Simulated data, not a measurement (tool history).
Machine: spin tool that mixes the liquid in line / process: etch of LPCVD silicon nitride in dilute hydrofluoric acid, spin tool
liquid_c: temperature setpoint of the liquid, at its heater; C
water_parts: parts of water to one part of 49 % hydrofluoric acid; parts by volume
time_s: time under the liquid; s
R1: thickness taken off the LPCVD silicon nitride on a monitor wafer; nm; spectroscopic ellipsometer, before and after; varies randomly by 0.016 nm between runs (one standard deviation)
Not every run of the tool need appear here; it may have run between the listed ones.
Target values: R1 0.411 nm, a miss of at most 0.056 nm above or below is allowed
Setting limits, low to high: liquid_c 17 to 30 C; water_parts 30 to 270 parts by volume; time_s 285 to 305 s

Run 1, hour 0: liquid_c 22 C, water_parts 150 parts by volume, time_s 285 s. Result: R1 0.91064 nm.
Run 2, hour 8.7: liquid_c 22 C, water_parts 190 parts by volume, time_s 285 s. Result: R1 0.65988 nm.
Run 3, hour 12.8: liquid_c 21.5 C, water_parts 195 parts by volume, time_s 285 s. Result: R1 0.64556 nm.
Run 4, hour 15.1: liquid_c 21.5 C, water_parts 195 parts by volume, time_s 285 s. Result: R1 0.63363 nm.
Run 5, hour 16.4: liquid_c 21 C, water_parts 205 parts by volume, time_s 285 s. Result: R1 0.58515 nm.
Run 6, hour 18.5: liquid_c 20.5 C, water_parts 210 parts by volume, time_s 285 s. Result: R1 0.58739 nm.
Run 7, hour 22.1: liquid_c 20.5 C, water_parts 220 parts by volume, time_s 285 s. Result: R1 0.52454 nm.
Run 8, hour 27.4: liquid_c 20.5 C, water_parts 225 parts by volume, time_s 285 s. Result: R1 0.5467 nm.
Run 9, hour 36.4: liquid_c 20 C, water_parts 235 parts by volume, time_s 285 s. Result: R1 0.51709 nm.
Run 10, hour 44.8: liquid_c 19.5 C, water_parts 240 parts by volume, time_s 285 s. Result: R1 0.46136 nm.

5 candidate next runs follow, results not yet known. Just one meets every target within its allowed miss. Identify it.
Run A, hour 53.2: liquid_c 17.5 C, water_parts 185 parts by volume, time_s 305 s. Result: R1 ?.
Run B, hour 53.2: liquid_c 18.5 C, water_parts 205 parts by volume, time_s 305 s. Result: R1 ?.
Run C, hour 53.2: liquid_c 17 C, water_parts 265 parts by volume, time_s 305 s. Result: R1 ?.
Run D, hour 53.2: liquid_c 17 C, water_parts 175 parts by volume, time_s 305 s. Result: R1 ?.
Run E, hour 53.2: liquid_c 18.5 C, water_parts 215 parts by volume, time_s 305 s. Result: R1 ?.

move       R1
   A  0.58818
   B  0.56972
   C   0.4033
   D  0.59979
   E  0.54415
A: lands further from the targets than the last run did
B: lands further from the targets than the last run did
C: hits every target within its allowed miss
D: lands further from the targets than the last run did
E: lands further from the targets than the last run did
Go with C: it meets all targets.

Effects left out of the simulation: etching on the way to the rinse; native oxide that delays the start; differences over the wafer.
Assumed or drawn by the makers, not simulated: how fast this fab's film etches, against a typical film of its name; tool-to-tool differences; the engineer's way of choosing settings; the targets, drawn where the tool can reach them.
